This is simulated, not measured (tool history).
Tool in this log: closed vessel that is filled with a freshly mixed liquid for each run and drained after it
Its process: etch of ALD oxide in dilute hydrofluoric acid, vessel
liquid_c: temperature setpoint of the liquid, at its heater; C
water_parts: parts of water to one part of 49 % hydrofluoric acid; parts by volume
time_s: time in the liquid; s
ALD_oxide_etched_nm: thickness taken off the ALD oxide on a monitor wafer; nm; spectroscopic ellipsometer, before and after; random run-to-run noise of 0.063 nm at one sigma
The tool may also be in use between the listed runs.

run    day  liquid_c  water_parts  time_s  ALD_oxide_etched_nm
  1      0        22          170      95               11.689
  2  0.271        21          180      95               10.491
  3  0.438        19          180      95               9.6288
  4  0.754        17          180      95               8.9104
  5  1.017        17          185      95               8.6842
  6    1.4        17          190      95               8.6351
  7  1.496        17          200      95               7.9992
  8  1.688        17          205      95               7.7313
  9  1.925        17          210      95               7.4928

For run 10, what comes out?
 10  2.162        17          215      95                    ?

ALD_oxide_etched_nm: 7.3687 nm
